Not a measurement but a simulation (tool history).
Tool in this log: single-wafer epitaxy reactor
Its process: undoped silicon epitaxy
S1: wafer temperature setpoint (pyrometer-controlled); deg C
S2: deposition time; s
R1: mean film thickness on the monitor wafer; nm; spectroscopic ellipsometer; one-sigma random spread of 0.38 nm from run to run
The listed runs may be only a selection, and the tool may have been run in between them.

run 1 hour=0 | S1=650 S2=294 | R1=55.076
run 2 hour=6.8 | S1=656 S2=294 | R1=63.272
run 3 hour=8.6 | S1=656 S2=326 | R1=70.791
run 4 hour=12.6 | S1=656 S2=298 | R1=64.237
run 5 hour=19.7 | S1=652 S2=298 | R1=58.411
run 6 hour=24.6 | S1=652 S2=330 | R1=64.956
run 7 hour=30.8 | S1=655 S2=330 | R1=69.831

What does the tool deliver on the next run?
run 8 hour=37.6 | S1=657 S2=330 | R1=?

R1: 73.412 nm

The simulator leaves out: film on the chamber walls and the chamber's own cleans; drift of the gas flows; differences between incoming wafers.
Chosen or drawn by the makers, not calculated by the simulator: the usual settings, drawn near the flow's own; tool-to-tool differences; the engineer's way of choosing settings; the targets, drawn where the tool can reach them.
